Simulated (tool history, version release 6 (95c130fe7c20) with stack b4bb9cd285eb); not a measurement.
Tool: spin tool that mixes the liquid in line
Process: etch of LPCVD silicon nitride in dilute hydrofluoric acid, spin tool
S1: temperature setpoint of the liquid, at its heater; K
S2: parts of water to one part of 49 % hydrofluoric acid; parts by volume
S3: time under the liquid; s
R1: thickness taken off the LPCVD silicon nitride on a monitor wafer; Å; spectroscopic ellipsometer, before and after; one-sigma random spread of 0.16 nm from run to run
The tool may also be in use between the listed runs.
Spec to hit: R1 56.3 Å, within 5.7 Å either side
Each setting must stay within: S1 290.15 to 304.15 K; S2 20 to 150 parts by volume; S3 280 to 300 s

{"run": 1, "hour": 0.0, "S1": 296.15, "S2": 85, "S3": 280, "R1": 14.799}
{"run": 2, "hour": 2.3, "S1": 298.15, "S2": 65, "S3": 285, "R1": 22.9}
{"run": 3, "hour": 5.5, "S1": 298.15, "S2": 50, "S3": 285, "R1": 29.14}
{"run": 4, "hour": 6.7, "S1": 299.15, "S2": 40, "S3": 285, "R1": 40.243}
{"run": 5, "hour": 8.1, "S1": 300.15, "S2": 40, "S3": 285, "R1": 40.647}
{"run": 6, "hour": 12.4, "S1": 301.15, "S2": 40, "S3": 285, "R1": 47.624}
{"run": 7, "hour": 17.1, "S1": 301.15, "S2": 40, "S3": 285, "R1": 43.857}
{"run": 8, "hour": 18.6, "S1": 301.15, "S2": 40, "S3": 285, "R1": 45.083}
{"run": 9, "hour": 21.0, "S1": 301.65, "S2": 40, "S3": 285, "R1": 44.251}

Exercise: of the 5 proposed moves below, exactly one satisfies all targets within the stated allowed misses. Which move is it?
{"run": "A", "hour": 23.4, "S1": 304.15, "S2": 40, "S3": 300, "R1": "?"}
{"run": "B", "hour": 23.4, "S1": 301.15, "S2": 25, "S3": 295, "R1": "?"}
{"run": "C", "hour": 23.4, "S1": 302.15, "S2": 25, "S3": 300, "R1": "?"}
{"run": "D", "hour": 23.4, "S1": 301.15, "S2": 25, "S3": 280, "R1": "?"}
{"run": "E", "hour": 23.4, "S1": 302.15, "S2": 25, "S3": 290, "R1": "?"}

move=A R1=58.866
move=B R1=75.212
move=C R1=81.72
move=D R1=71.387
move=E R1=78.996
A: in spec on every target
B: moves the result that the last run missed by most past its target, out the other side
C: moves the result that the last run missed by most past its target, out the other side
D: moves the result that the last run missed by most past its target, out the other side
E: moves the result that the last run missed by most past its target, out the other side
The move that meets every target is A.
